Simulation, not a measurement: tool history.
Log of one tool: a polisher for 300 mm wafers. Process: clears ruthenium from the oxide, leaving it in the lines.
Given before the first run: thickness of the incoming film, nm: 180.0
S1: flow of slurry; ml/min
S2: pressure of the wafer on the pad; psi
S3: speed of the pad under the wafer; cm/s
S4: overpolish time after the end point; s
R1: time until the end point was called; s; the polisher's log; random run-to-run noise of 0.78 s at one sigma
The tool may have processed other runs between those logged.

Run 1, hour 0.0: S1 240 ml/min, S2 2.7 psi, S3 122 cm/s, S4 44 s. Result: R1 90.632 s.
Run 2, hour 1.0: S1 240 ml/min, S2 2.9 psi, S3 122 cm/s, S4 44 s. Result: R1 86.201 s.
Run 3, hour 5.8: S1 240 ml/min, S2 2.9 psi, S3 122 cm/s, S4 47 s. Result: R1 84.486 s.
Run 4, hour 12.5: S1 240 ml/min, S2 2.3 psi, S3 122 cm/s, S4 47 s. Result: R1 106.560 s.
Run 5, hour 13.4: S1 240 ml/min, S2 2.3 psi, S3 122 cm/s, S4 44 s. Result: R1 107.620 s.
Run 6, hour 15.5: S1 240 ml/min, S2 2.6 psi, S3 122 cm/s, S4 44 s. Result: R1 94.659 s.

Forecast run 7:
Run 7, hour 16.8: S1 240 ml/min, S2 2.8 psi, S3 122 cm/s, S4 44 s. Result: R1 ?.

{"run 7": {"R1": 88.232}}
